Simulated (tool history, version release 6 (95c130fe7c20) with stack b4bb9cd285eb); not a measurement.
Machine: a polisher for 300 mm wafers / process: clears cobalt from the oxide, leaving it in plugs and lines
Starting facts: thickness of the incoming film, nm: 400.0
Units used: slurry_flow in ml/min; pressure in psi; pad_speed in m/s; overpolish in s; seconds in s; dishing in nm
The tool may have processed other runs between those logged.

Run 1, hour 0: slurry_flow 205 ml/min, pressure 2.2 psi, pad_speed 1.14 m/s, overpolish 25 s. Result: seconds 77.79 s, dishing 67.616 nm.
Run 2, hour 8: slurry_flow 205 ml/min, pressure 1.9 psi, pad_speed 1.14 m/s, overpolish 25 s. Result: seconds 89.91 s, dishing 63.897 nm.
Run 3, hour 10.2: slurry_flow 205 ml/min, pressure 1.9 psi, pad_speed 1.14 m/s, overpolish 26 s. Result: seconds 87.242 s, dishing 64.375 nm.
Run 4, hour 13.2: slurry_flow 205 ml/min, pressure 1.9 psi, pad_speed 1.14 m/s, overpolish 27 s. Result: seconds 86.917 s, dishing 65.066 nm.
Run 5, hour 21.4: slurry_flow 205 ml/min, pressure 1.8 psi, pad_speed 1.14 m/s, overpolish 28 s. Result: seconds 93.597 s, dishing 65.16 nm.
Run 6, hour 23.7: slurry_flow 205 ml/min, pressure 1.8 psi, pad_speed 1.14 m/s, overpolish 29 s. Result: seconds 91.735 s, dishing 64.269 nm.

Expected results for the next run?
Run 7, hour 30.2: slurry_flow 205 ml/min, pressure 1.8 psi, pad_speed 1.14 m/s, overpolish 31 s. Result: seconds ?, dishing ?.

seconds: 93.859 s
dishing: 67.923 nm
